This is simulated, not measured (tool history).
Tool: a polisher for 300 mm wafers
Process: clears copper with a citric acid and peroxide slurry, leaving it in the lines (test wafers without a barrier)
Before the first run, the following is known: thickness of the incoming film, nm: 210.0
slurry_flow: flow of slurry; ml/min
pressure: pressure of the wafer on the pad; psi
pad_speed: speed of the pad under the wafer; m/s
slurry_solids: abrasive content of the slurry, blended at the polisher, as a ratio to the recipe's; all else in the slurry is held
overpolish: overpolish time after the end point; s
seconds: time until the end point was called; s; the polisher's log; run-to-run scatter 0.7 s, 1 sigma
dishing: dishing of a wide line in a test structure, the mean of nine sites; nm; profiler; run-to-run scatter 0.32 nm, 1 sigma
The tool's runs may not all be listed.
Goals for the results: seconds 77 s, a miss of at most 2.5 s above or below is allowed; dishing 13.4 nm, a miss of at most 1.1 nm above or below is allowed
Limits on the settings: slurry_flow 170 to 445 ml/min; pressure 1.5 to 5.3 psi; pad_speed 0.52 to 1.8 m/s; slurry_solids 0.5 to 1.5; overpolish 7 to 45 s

run,hour,slurry_flow,pressure,pad_speed,slurry_solids,overpolish,seconds,dishing
1,0,285,3.4,1.16,1,23,74.24,24.607
2,6.2,285,2.6,1.16,1,23,93.8,21.224
3,13.8,285,2.6,1.2,1,21,93.688,19.454
4,20.8,310,2.6,1.2,1,21,91.651,19.808
5,27.5,325,2.6,1.24,1,19,87.771,20.023
6,36.4,325,2.6,1.4,1,19,77.289,21.48
7,42.5,305,2.5,1.42,1.05,18,81.128,19.924
8,46.6,290,2.5,1.44,1.1,17,78.283,19.543
9,51,210,1.9,1.54,1.35,7,92.936,9.5494
10,52.4,225,1.9,1.54,1.35,7,92.54,9.4445
11,56.4,215,2.7,1.54,1.35,18,67.704,22.557
12,62.7,215,2.7,1.54,1.35,17,67.038,21.758
13,67.3,215,2.7,1.54,1.35,16,66.869,20.991
14,72.1,215,2.7,1.54,1.35,16,68.14,20.234
15,73.5,215,1.9,1.64,1.35,7,88.002,9.963
16,76.9,230,2.1,1.62,1.35,9,79.563,12.712
17,84.8,235,2.1,1.62,1.35,9,80.167,12.743
18,86.1,240,2.1,1.62,1.35,9,79.947,12.81
19,90.7,245,2.1,1.62,1.35,9,81.386,12.878

Pick the move, out of 5, that brings all results within their allowed miss; only one does.
A,95.3,290,2.4,1.3,1.4,11,?,?
B,95.3,185,2.3,1.46,1.45,10,?,?
C,95.3,265,2,1.8,1.2,9,?,?
D,95.3,280,1.9,1.66,1.35,11,?,?
E,95.3,260,2.1,1.66,1,11,?,?

move,seconds,dishing
A,85.71,14.038
B,81.331,13.591
C,77.201,13
D,85.428,13.919
E,82.631,14.306
A: misses by more than the last run did
B: about the same distance from the targets as the last run
C: each result inside its tolerance
D: misses by more than the last run did
E: misses by more than the last run did
Go with C: it meets all targets.
